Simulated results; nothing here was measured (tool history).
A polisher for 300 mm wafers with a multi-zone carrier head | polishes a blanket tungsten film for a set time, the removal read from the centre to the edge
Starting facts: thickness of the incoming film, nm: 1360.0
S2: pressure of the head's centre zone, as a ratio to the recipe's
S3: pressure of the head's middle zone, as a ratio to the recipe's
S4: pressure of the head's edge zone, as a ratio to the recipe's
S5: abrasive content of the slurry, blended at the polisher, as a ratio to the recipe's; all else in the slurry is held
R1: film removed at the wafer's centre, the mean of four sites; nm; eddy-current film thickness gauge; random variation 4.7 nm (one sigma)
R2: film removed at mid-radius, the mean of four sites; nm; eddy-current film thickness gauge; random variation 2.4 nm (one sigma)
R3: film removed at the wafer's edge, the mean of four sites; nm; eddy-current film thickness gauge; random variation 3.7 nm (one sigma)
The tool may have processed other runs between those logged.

run 1 hour=0.0 | flow_of_slurry_(ml/min)=255 S2=1.00 S3=1.00 S4=1.00 S5=1.00 polishing_time_(s)=73 | R1=262.88 R2=252.91 R3=248.16
run 2 hour=7.0 | flow_of_slurry_(ml/min)=255 S2=1.00 S3=0.95 S4=1.00 S5=1.00 polishing_time_(s)=73 | R1=262.29 R2=236.99 R3=247.58
run 3 hour=13.8 | flow_of_slurry_(ml/min)=260 S2=1.01 S3=0.97 S4=1.02 S5=1.05 polishing_time_(s)=73 | R1=271.10 R2=245.46 R3=252.11
run 4 hour=22.3 | flow_of_slurry_(ml/min)=325 S2=1.01 S3=0.97 S4=1.02 S5=1.05 polishing_time_(s)=73 | R1=282.12 R2=251.92 R3=262.44
run 5 hour=27.5 | flow_of_slurry_(ml/min)=325 S2=1.01 S3=0.97 S4=0.99 S5=1.05 polishing_time_(s)=73 | R1=273.61 R2=253.50 R3=254.77
run 6 hour=34.9 | flow_of_slurry_(ml/min)=275 S2=1.01 S3=0.97 S4=0.99 S5=1.05 polishing_time_(s)=73 | R1=279.95 R2=247.67 R3=249.10
run 7 hour=43.5 | flow_of_slurry_(ml/min)=280 S2=1.01 S3=0.99 S4=1.01 S5=1.10 polishing_time_(s)=73 | R1=280.25 R2=257.73 R3=255.09

What does the tool deliver on the next run?
run 8 hour=51.1 | flow_of_slurry_(ml/min)=300 S2=1.06 S3=1.09 S4=1.11 S5=1.35 polishing_time_(s)=76 | R1=? R2=? R3=?

Run 8 came out at R1 322.31 nm, R2 310.92 nm, R3 302.65 nm.

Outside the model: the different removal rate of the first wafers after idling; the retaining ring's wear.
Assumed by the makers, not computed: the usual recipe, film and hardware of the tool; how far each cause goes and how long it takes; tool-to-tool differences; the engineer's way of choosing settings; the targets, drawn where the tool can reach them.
